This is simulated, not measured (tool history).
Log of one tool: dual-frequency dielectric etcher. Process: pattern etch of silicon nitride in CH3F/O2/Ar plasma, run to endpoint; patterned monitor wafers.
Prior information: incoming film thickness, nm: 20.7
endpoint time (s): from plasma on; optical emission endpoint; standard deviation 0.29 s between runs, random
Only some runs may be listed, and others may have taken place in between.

run	day	source power (W)	bias power (W)	endpoint time (s)
1	0.000	370	78	30.352
2	0.262	370	87	28.902
3	0.588	350	83	30.712
4	0.929	410	83	28.471
5	1.254	390	79	29.789
6	1.421	390	86	28.248

Run 7, settings as shown, results not yet in. Your forecast:
7	1.467	320	70	?

Run 7 gave endpoint time (s) 35.097.

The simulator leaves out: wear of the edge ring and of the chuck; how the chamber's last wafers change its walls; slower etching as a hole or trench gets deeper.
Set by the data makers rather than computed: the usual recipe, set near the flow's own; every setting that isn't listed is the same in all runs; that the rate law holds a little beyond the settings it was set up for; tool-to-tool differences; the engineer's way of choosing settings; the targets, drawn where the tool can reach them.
